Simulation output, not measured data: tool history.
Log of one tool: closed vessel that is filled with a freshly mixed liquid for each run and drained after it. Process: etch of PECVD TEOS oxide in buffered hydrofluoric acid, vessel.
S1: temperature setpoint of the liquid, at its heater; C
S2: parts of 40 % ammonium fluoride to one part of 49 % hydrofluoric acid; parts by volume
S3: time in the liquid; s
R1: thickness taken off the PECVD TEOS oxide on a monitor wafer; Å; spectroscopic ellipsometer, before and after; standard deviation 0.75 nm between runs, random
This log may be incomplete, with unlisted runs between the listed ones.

| run | day | S1 | S2 | S3 | R1 |
|---|---|---|---|---|---|
| 1 | 0 | 22 | 15.5 | 85 | 1406.7 |
| 2 | 0.296 | 22 | 11.5 | 85 | 1862.7 |
| 3 | 0.479 | 21 | 12.5 | 85 | 1646.1 |
| 4 | 0.592 | 23.5 | 12.5 | 85 | 1875.8 |
| 5 | 0.933 | 23.5 | 12.5 | 85 | 1889.4 |
| 6 | 1.192 | 20 | 12.5 | 85 | 1551.4 |
| 7 | 1.408 | 19.5 | 13 | 85 | 1449.1 |
| 8 | 1.588 | 19 | 13.5 | 85 | 1365.2 |

What will run 9 give?
| 9 | 1.788 | 18.5 | 14 | 85 | ? |

R1: 1267.7 Å
